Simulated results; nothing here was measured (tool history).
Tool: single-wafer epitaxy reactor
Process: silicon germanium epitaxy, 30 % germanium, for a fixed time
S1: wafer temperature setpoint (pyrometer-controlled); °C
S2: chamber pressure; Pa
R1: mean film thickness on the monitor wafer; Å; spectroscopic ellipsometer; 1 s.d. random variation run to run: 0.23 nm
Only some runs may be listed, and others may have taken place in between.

run,hour,S1,S2,R1
1,0,620,3573,1031.6
2,1.3,620,3280,995.19
3,5.7,618,3266,952.8
4,7.1,616,3253,909.65
5,8.6,608,3253,777.22
6,9.8,609,3253,791.53

The next listed run, before its measurement:
7,15.1,610,3253,?

For run 7 the tool returned R1 809.02 Å.
